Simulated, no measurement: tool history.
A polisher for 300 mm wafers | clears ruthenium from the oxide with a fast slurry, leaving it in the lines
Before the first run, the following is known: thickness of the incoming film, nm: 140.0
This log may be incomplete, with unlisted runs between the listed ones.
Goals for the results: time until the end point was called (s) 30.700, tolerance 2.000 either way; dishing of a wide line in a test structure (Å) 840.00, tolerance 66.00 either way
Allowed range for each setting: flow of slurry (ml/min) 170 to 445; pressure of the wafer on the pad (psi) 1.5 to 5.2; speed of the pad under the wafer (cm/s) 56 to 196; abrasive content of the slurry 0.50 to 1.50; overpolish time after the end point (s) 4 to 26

| run | hour | flow of slurry (ml/min) | pressure of the wafer on the pad (psi) | speed of the pad under the wafer (cm/s) | abrasive content of the slurry | overpolish time after the end point (s) | time until the end point was called (s) | dishing of a wide line in a test structure (Å) |
|---|---|---|---|---|---|---|---|---|
| 1 | 0.0 | 285 | 3.3 | 126 | 1.00 | 13 | 21.256 | 726.46 |
| 2 | 4.1 | 285 | 4.2 | 126 | 1.00 | 13 | 18.216 | 876.05 |
| 3 | 6.7 | 285 | 4.2 | 126 | 0.90 | 13 | 18.923 | 790.22 |
| 4 | 12.4 | 285 | 3.7 | 122 | 0.95 | 14 | 20.868 | 813.69 |
| 5 | 19.2 | 215 | 3.7 | 122 | 0.95 | 14 | 21.091 | 803.24 |
| 6 | 24.1 | 215 | 3.7 | 122 | 0.95 | 17 | 21.287 | 923.70 |
| 7 | 27.4 | 215 | 3.4 | 120 | 0.95 | 18 | 23.592 | 857.58 |
| 8 | 31.1 | 215 | 3.2 | 118 | 0.95 | 19 | 24.719 | 916.37 |
| 9 | 34.8 | 215 | 3.0 | 116 | 0.95 | 19 | 26.783 | 848.64 |
| 10 | 38.0 | 215 | 2.9 | 116 | 0.95 | 19 | 26.383 | 830.20 |
| 11 | 40.7 | 215 | 2.8 | 114 | 0.95 | 20 | 28.196 | 847.96 |

Pick the move, out of 4, that brings all results within their allowed miss; only one does.
| A | 43.4 | 230 | 3.1 | 106 | 1.00 | 22 | ? | ? |
| B | 43.4 | 275 | 2.1 | 126 | 0.95 | 23 | ? | ? |
| C | 43.4 | 215 | 2.7 | 132 | 0.95 | 18 | ? | ? |
| D | 43.4 | 170 | 2.4 | 176 | 0.70 | 22 | ? | ? |

| move | time until the end point was called (s) | dishing of a wide line in a test structure (Å) |
|---|---|---|
| A | 27.468 | 904.49 |
| B | 31.127 | 850.76 |
| C | 25.382 | 824.18 |
| D | 25.324 | 960.67 |
A: the biggest miss grows against the last run
B: every result lands within tolerance
C: the biggest miss grows against the last run
D: the biggest miss grows against the last run
B is the move that brings every result within its allowed miss.
